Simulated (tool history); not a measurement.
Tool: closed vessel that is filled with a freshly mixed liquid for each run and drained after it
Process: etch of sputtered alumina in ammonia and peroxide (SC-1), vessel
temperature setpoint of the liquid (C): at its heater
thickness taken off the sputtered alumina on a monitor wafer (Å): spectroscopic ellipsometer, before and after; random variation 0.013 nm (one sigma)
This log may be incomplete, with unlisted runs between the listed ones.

run	day	temperature setpoint of the liquid (C)	parts of 29 % ammonia solution to one part of 30 % peroxide (parts by volume)	time in the liquid (s)	thickness taken off the sputtered alumina on a monitor wafer (Å)
1	0	62	0.85	30	31.514
2	0.2	59	0.85	30	27.161
3	0.362	57.5	0.85	30	24.906
4	0.612	56.5	0.85	30	23.781
5	0.879	55.5	0.85	30	22.455
6	1.05	60.5	0.85	30	29.283
7	1.25	58.5	0.85	30	26.126
8	1.525	57	0.85	30	24.35
9	1.738	57	0.85	30	24.328
10	1.929	56	0.85	30	23.13

What will run 11 give?
11	2.012	55	0.85	30	?

{"run 11": {"thickness taken off the sputtered alumina on a monitor wafer (Å)": 21.471}}
